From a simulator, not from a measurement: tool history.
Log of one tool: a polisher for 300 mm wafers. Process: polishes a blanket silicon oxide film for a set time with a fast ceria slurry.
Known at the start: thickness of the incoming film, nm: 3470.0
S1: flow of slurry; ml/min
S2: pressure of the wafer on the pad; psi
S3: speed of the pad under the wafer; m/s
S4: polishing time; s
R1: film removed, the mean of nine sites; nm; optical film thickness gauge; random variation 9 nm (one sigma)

Run 1, hour 0.0: S1 215 ml/min, S2 1.8 psi, S3 1.02 m/s, S4 105 s. Result: R1 939.24 nm.
Run 2, hour 2.7: S1 175 ml/min, S2 1.8 psi, S3 1.02 m/s, S4 105 s. Result: R1 902.35 nm.
Run 3, hour 5.0: S1 200 ml/min, S2 2.0 psi, S3 1.02 m/s, S4 105 s. Result: R1 1012.90 nm.
Run 4, hour 6.2: S1 200 ml/min, S2 1.6 psi, S3 1.02 m/s, S4 105 s. Result: R1 816.29 nm.
Run 5, hour 9.3: S1 215 ml/min, S2 1.9 psi, S3 1.02 m/s, S4 105 s. Result: R1 979.09 nm.
Run 6, hour 15.3: S1 230 ml/min, S2 2.1 psi, S3 1.02 m/s, S4 105 s. Result: R1 1092.20 nm.
Run 7, hour 23.4: S1 240 ml/min, S2 2.3 psi, S3 1.02 m/s, S4 105 s. Result: R1 1198.50 nm.
Run 8, hour 25.3: S1 245 ml/min, S2 2.4 psi, S3 1.02 m/s, S4 105 s. Result: R1 1253.00 nm.

The next listed run, before its measurement:
Run 9, hour 26.4: S1 250 ml/min, S2 2.5 psi, S3 1.02 m/s, S4 105 s. Result: R1 ?.

{"run 9": {"R1": 1297.2}}

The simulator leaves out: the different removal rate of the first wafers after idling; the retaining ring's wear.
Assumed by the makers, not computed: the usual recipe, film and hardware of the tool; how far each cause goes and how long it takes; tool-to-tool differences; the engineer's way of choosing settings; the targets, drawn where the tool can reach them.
